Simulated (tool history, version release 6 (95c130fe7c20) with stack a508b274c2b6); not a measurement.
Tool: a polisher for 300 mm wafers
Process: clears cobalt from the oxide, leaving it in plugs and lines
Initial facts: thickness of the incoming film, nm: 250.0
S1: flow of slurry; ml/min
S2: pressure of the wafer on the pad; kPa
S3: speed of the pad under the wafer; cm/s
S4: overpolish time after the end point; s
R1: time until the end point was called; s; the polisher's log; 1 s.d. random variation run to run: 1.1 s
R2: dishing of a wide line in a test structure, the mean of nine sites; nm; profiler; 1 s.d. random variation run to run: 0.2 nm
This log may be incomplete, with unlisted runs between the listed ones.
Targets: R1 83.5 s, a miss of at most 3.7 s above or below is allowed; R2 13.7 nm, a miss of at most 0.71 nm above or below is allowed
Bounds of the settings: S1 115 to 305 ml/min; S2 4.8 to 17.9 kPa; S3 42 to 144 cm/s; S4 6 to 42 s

{"run": 1, "day": 0.0, "S1": 195, "S2": 11, "S3": 92, "S4": 21, "R1": 67.39, "R2": 24.616}
{"run": 2, "day": 0.333, "S1": 170, "S2": 10.3, "S3": 92, "S4": 16, "R1": 71.814, "R2": 23.242}
{"run": 3, "day": 0.617, "S1": 170, "S2": 9, "S3": 92, "S4": 16, "R1": 81.52, "R2": 21.608}
{"run": 4, "day": 0.942, "S1": 155, "S2": 7.6, "S3": 102, "S4": 13, "R1": 88.15, "R2": 20.645}
{"day": 1.012, "done": "head pressure recalibrated"}
{"run": 5, "day": 1.012, "S1": 155, "S2": 7.6, "S3": 88, "S4": 13, "R1": 111.23, "R2": 18.482}
{"run": 6, "day": 1.175, "S1": 155, "S2": 7.6, "S3": 88, "S4": 6, "R1": 107.73, "R2": 11.578}
{"run": 7, "day": 1.442, "S1": 155, "S2": 8.3, "S3": 90, "S4": 7, "R1": 96.892, "R2": 13.928}
{"run": 8, "day": 1.796, "S1": 155, "S2": 8.3, "S3": 90, "S4": 7, "R1": 95.703, "R2": 13.657}
{"run": 9, "day": 1.883, "S1": 160, "S2": 8.3, "S3": 90, "S4": 7, "R1": 96.847, "R2": 13.885}
{"run": 10, "day": 2.254, "S1": 170, "S2": 8.3, "S3": 90, "S4": 7, "R1": 97.038, "R2": 14.267}
{"run": 11, "day": 2.446, "S1": 170, "S2": 9, "S3": 90, "S4": 7, "R1": 89.558, "R2": 14.28}

Of the 4 settings listed for the next run, only one would bring every result within its allowed miss of target. Which one?
{"run": "A", "day": 2.638, "S1": 215, "S2": 7.6, "S3": 92, "S4": 7, "R1": "?", "R2": "?"}
{"run": "B", "day": 2.638, "S1": 250, "S2": 8.3, "S3": 86, "S4": 8, "R1": "?", "R2": "?"}
{"run": "C", "day": 2.638, "S1": 210, "S2": 9.7, "S3": 86, "S4": 6, "R1": "?", "R2": "?"}
{"run": "D", "day": 2.638, "S1": 175, "S2": 9.7, "S3": 76, "S4": 9, "R1": "?", "R2": "?"}

move=A R1=99.741 R2=13.179
move=B R1=96.396 R2=14.652
move=C R1=84.666 R2=13.242
move=D R1=97.57 R2=15.587
A: its largest miss is bigger than the last run's
B: its largest miss is bigger than the last run's
C: hits every target within its allowed miss
D: its largest miss is bigger than the last run's
The move that meets every target is C.
